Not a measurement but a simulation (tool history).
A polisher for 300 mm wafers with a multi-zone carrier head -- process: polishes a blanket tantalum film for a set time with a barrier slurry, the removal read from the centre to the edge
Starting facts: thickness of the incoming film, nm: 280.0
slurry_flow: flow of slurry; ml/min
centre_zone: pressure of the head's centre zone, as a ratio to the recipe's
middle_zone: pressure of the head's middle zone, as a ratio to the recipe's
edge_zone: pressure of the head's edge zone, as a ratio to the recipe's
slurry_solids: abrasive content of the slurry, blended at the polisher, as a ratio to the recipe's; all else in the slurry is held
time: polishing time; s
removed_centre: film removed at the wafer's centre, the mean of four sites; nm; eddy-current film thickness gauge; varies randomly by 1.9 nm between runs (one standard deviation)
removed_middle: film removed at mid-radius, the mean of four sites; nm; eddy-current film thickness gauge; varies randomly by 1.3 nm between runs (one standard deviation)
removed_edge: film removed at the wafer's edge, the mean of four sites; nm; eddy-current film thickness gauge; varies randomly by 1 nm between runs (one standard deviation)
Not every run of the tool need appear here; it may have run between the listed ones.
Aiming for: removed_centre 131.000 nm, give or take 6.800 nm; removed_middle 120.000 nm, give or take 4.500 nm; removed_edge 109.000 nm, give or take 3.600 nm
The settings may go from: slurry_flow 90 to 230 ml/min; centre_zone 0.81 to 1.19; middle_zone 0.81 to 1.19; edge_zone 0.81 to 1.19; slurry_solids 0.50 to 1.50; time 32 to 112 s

Run 1, hour 0.0: slurry_flow 150 ml/min, centre_zone 1.00, middle_zone 1.00, edge_zone 1.00, slurry_solids 1.00, time 72 s. Result: removed_centre 86.353 nm, removed_middle 86.191 nm, removed_edge 81.353 nm.
Run 2, hour 4.1: slurry_flow 150 ml/min, centre_zone 1.00, middle_zone 1.00, edge_zone 1.00, slurry_solids 1.15, time 72 s. Result: removed_centre 89.046 nm, removed_middle 92.291 nm, removed_edge 86.397 nm.
Run 3, hour 8.0: slurry_flow 155 ml/min, centre_zone 1.02, middle_zone 1.01, edge_zone 1.01, slurry_solids 1.20, time 72 s. Result: removed_centre 90.847 nm, removed_middle 92.615 nm, removed_edge 87.516 nm.
Run 4, hour 15.1: slurry_flow 155 ml/min, centre_zone 1.02, middle_zone 1.01, edge_zone 1.01, slurry_solids 1.20, time 56 s. Result: removed_centre 71.966 nm, removed_middle 71.440 nm, removed_edge 68.658 nm.
Run 5, hour 18.6: slurry_flow 155 ml/min, centre_zone 1.02, middle_zone 1.01, edge_zone 1.05, slurry_solids 1.20, time 56 s. Result: removed_centre 72.175 nm, removed_middle 70.837 nm, removed_edge 67.905 nm.
Run 6, hour 21.9: slurry_flow 160 ml/min, centre_zone 1.04, middle_zone 1.02, edge_zone 1.05, slurry_solids 1.25, time 59 s. Result: removed_centre 78.760 nm, removed_middle 77.680 nm, removed_edge 73.382 nm.
Run 7, hour 24.1: slurry_flow 165 ml/min, centre_zone 1.06, middle_zone 1.02, edge_zone 1.05, slurry_solids 1.30, time 61 s. Result: removed_centre 81.815 nm, removed_middle 81.441 nm, removed_edge 77.763 nm.
Run 8, hour 32.3: slurry_flow 165 ml/min, centre_zone 1.08, middle_zone 1.02, edge_zone 1.03, slurry_solids 1.30, time 64 s. Result: removed_centre 89.601 nm, removed_middle 84.617 nm, removed_edge 79.460 nm.
Run 9, hour 33.1: slurry_flow 170 ml/min, centre_zone 1.09, middle_zone 1.02, edge_zone 1.03, slurry_solids 1.35, time 66 s. Result: removed_centre 95.233 nm, removed_middle 88.535 nm, removed_edge 84.159 nm.
Run 10, hour 35.6: slurry_flow 175 ml/min, centre_zone 1.10, middle_zone 1.03, edge_zone 1.03, slurry_solids 1.35, time 68 s. Result: removed_centre 96.533 nm, removed_middle 93.078 nm, removed_edge 87.105 nm.

5 next moves are on the table. One of them brings every result within its allowed miss. Which?
Run A, hour 38.1: slurry_flow 140 ml/min, centre_zone 1.19, middle_zone 0.95, edge_zone 1.10, slurry_solids 1.50, time 84 s. Result: removed_centre ?, removed_middle ?, removed_edge ?.
Run B, hour 38.1: slurry_flow 165 ml/min, centre_zone 1.15, middle_zone 1.03, edge_zone 0.97, slurry_solids 1.30, time 82 s. Result: removed_centre ?, removed_middle ?, removed_edge ?.
Run C, hour 38.1: slurry_flow 185 ml/min, centre_zone 1.19, middle_zone 1.12, edge_zone 0.95, slurry_solids 1.45, time 80 s. Result: removed_centre ?, removed_middle ?, removed_edge ?.
Run D, hour 38.1: slurry_flow 125 ml/min, centre_zone 1.13, middle_zone 1.07, edge_zone 1.11, slurry_solids 1.20, time 82 s. Result: removed_centre ?, removed_middle ?, removed_edge ?.
Run E, hour 38.1: slurry_flow 145 ml/min, centre_zone 1.19, middle_zone 1.09, edge_zone 1.06, slurry_solids 1.25, time 87 s. Result: removed_centre ?, removed_middle ?, removed_edge ?.

move  removed_centre  removed_middle  removed_edge
   A         127.840         104.980       109.690
   B         120.940         109.620        99.657
   C         127.460         119.530        99.599
   D         110.450         105.910       100.980
   E         128.560         118.390       107.690
A: the furthest-off result lands on target, but another misses its tolerance
B: nearer the targets than the last run, but a result is still out of spec
C: nearer the targets than the last run, but a result is still out of spec
D: nearer the targets than the last run, but a result is still out of spec
E: all results in spec
Answer: E
